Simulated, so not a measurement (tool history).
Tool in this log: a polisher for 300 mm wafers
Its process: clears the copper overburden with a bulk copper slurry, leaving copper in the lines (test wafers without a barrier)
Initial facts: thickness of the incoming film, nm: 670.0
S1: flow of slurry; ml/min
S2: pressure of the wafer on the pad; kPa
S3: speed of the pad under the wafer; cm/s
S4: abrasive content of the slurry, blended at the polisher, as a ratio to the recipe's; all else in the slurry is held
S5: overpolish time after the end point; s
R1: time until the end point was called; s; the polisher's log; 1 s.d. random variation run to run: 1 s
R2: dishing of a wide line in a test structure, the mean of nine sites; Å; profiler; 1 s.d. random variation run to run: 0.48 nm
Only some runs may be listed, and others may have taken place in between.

run 1 hour=0.0 | S1=310 S2=24.1 S3=106 S4=1.00 S5=13 | R1=56.651 R2=496.55
run 2 hour=4.5 | S1=310 S2=24.1 S3=120 S4=1.00 S5=13 | R1=51.680 R2=512.33
run 3 hour=6.7 | S1=310 S2=24.1 S3=142 S4=1.00 S5=13 | R1=45.805 R2=511.36
run 4 hour=7.3 | S1=310 S2=24.1 S3=142 S4=1.00 S5=10 | R1=46.270 R2=494.25
run 5 hour=16.2 | S1=310 S2=24.1 S3=142 S4=1.00 S5=14 | R1=45.589 R2=524.47
run 6 hour=22.0 | S1=340 S2=21.4 S3=148 S4=1.10 S5=12 | R1=49.584 R2=506.90
run 7 hour=26.3 | S1=305 S2=20.7 S3=152 S4=0.95 S5=10 | R1=52.097 R2=477.72

Predict the results of run 8:
run 8 hour=32.3 | S1=280 S2=20.0 S3=156 S4=0.85 S5=9 | R1=? R2=?

For run 8 the tool returned R1 53.430 s, R2 451.25 Å.
